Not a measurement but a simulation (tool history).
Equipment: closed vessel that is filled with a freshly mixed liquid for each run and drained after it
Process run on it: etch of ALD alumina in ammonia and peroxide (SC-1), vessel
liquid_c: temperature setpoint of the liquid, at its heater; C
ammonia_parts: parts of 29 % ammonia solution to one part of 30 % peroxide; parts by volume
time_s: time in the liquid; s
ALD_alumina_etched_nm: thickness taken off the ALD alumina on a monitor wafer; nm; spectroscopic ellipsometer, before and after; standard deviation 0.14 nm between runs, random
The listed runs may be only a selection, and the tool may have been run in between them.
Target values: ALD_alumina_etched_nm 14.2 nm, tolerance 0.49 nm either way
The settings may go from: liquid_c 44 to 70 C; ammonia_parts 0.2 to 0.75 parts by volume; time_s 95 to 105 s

| run | hour | liquid_c | ammonia_parts | time_s | ALD_alumina_etched_nm |
|---|---|---|---|---|---|
| 1 | 0 | 60 | 0.45 | 95 | 8.7239 |
| 2 | 7.8 | 60 | 0.45 | 105 | 9.737 |
| 3 | 14.8 | 62 | 0.45 | 105 | 10.54 |
| 4 | 18.3 | 65 | 0.45 | 105 | 12.486 |
| 5 | 24.7 | 65 | 0.35 | 105 | 12.367 |
| 6 | 31.5 | 65 | 0.5 | 105 | 12.586 |
| 7 | 34.6 | 65.5 | 0.5 | 105 | 13.068 |
| 8 | 41 | 66 | 0.5 | 105 | 13.256 |
| 9 | 43.8 | 66.5 | 0.5 | 105 | 13.665 |

Pick the move, out of 4, that brings all results within their allowed miss; only one does.
| A | 46.6 | 68.5 | 0.55 | 105 | ? |
| B | 46.6 | 69.5 | 0.5 | 100 | ? |
| C | 46.6 | 67.5 | 0.45 | 105 | ? |
| D | 46.6 | 69 | 0.65 | 100 | ? |

| move | ALD_alumina_etched_nm |
|---|---|
| A | 14.908 |
| B | 14.768 |
| C | 13.934 |
| D | 14.776 |
A: takes the result that was furthest off past its target
B: takes the result that was furthest off past its target
C: all results in spec
D: takes the result that was furthest off past its target
The right move is C.

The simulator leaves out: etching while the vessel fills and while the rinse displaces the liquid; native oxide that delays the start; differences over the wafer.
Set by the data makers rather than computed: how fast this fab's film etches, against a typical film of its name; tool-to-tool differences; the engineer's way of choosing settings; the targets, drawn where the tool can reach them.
